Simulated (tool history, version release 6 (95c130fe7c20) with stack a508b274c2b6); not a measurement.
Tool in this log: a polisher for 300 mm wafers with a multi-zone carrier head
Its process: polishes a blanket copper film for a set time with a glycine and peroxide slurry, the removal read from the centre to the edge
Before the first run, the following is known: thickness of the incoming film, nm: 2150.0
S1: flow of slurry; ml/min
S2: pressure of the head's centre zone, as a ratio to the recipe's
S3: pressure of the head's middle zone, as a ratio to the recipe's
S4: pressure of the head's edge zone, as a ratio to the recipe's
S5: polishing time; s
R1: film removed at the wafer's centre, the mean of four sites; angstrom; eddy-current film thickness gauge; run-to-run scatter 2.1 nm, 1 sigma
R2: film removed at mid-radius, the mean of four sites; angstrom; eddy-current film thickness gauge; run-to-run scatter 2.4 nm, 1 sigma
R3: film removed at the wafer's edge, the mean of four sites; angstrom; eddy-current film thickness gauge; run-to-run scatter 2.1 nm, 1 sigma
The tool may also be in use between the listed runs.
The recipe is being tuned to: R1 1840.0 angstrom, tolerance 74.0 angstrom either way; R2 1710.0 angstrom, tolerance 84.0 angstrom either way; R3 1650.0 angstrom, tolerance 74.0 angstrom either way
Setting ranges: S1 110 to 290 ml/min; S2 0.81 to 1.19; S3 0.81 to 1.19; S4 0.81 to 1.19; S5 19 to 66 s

run    day   S1    S2    S3    S4  S5      R1      R2      R3
  1  0.000  185  1.00  1.00  1.00  42  2375.2  2353.8  2355.9
  2  0.146  185  1.00  1.00  1.00  32  1829.0  1799.1  1779.6
  3  0.283  185  1.00  1.00  0.99  32  1852.4  1782.4  1789.7
  4  0.608  160  1.00  1.00  0.99  32  1789.3  1752.0  1802.8
  5  0.658  165  1.00  1.00  0.98  32  1798.3  1746.8  1771.7
  6  0.996  165  1.00  1.00  0.97  32  1789.5  1696.6  1819.2
  7  1.112  170  1.00  1.00  0.97  32  1810.6  1717.7  1743.5
  8  1.371  180  1.00  1.01  0.95  32  1832.9  1789.3  1775.6

Which single option among these 5 for the next run brings every result within its allowed miss of target? Just one does.
  A  1.629  210  0.96  1.07  0.87  32   ?   ?   ?
  B  1.629  110  0.92  0.92  0.97  38   ?   ?   ?
  C  1.629  155  1.04  1.03  0.95  34   ?   ?   ?
  D  1.629  260  1.10  1.05  1.00  28   ?   ?   ?
  E  1.629  290  1.05  1.18  0.88  29   ?   ?   ?

move      R1      R2      R3
   A  1800.5  1878.7  1749.3
   B  1856.0  1789.6  2037.4
   C  1958.3  1856.5  1874.2
   D  1816.0  1655.0  1653.7
   E  1830.6  1915.8  1632.2
A: lands further from the targets than the last run did
B: lands further from the targets than the last run did
C: lands further from the targets than the last run did
D: in spec on every target
E: the worst result of the last run now meets its target, but another is out of spec
The right move is D.
